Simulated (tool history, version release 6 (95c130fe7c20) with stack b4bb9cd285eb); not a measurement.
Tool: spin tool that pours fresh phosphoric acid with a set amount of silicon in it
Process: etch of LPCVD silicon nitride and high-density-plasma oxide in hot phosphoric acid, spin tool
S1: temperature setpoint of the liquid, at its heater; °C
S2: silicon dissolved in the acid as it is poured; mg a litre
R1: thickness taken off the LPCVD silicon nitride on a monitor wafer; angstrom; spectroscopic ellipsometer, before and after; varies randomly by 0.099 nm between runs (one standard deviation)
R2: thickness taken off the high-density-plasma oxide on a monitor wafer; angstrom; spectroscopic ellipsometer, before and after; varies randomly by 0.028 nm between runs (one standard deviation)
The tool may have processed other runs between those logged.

Run 1, hour 0: S1 163 °C, S2 18 mg a litre, time under the liquid (s) 110. Result: R1 120.75 angstrom, R2 5.065 angstrom.
Run 2, hour 0.9: S1 164 °C, S2 18 mg a litre, time under the liquid (s) 110. Result: R1 125.1 angstrom, R2 5.2213 angstrom.
Run 3, hour 4.2: S1 164.5 °C, S2 19 mg a litre, time under the liquid (s) 110. Result: R1 127.88 angstrom, R2 5.5522 angstrom.
Run 4, hour 7.2: S1 164.5 °C, S2 19 mg a litre, time under the liquid (s) 75. Result: R1 86.885 angstrom, R2 3.8778 angstrom.
Run 5, hour 14.9: S1 162.5 °C, S2 19 mg a litre, time under the liquid (s) 75. Result: R1 82.813 angstrom, R2 3.146 angstrom.
Run 6, hour 16.6: S1 162.5 °C, S2 11 mg a litre, time under the liquid (s) 75. Result: R1 80.778 angstrom, R2 4.1644 angstrom.
Run 7, hour 24.2: S1 163 °C, S2 13 mg a litre, time under the liquid (s) 80. Result: R1 87.128 angstrom, R2 3.6029 angstrom.
Run 8, hour 27.2: S1 163 °C, S2 16 mg a litre, time under the liquid (s) 85. Result: R1 93.44 angstrom, R2 4.0801 angstrom.
Run 9, hour 30.6: S1 163.5 °C, S2 17.5 mg a litre, time under the liquid (s) 90. Result: R1 102.36 angstrom, R2 4.1833 angstrom.
Run 10, hour 38.1: S1 164 °C, S2 19 mg a litre, time under the liquid (s) 90. Result: R1 103.65 angstrom, R2 3.979 angstrom.
Run 11, hour 38.9: S1 164.5 °C, S2 19.5 mg a litre, time under the liquid (s) 90. Result: R1 104.6 angstrom, R2 4.2227 angstrom.

Run 12 is up next; what results do you expect?
Run 12, hour 45.3: S1 165 °C, S2 20.5 mg a litre, time under the liquid (s) 90. Result: R1 ?, R2 ?.

Run 12 measured R1 104.91 angstrom, R2 4.4312 angstrom.

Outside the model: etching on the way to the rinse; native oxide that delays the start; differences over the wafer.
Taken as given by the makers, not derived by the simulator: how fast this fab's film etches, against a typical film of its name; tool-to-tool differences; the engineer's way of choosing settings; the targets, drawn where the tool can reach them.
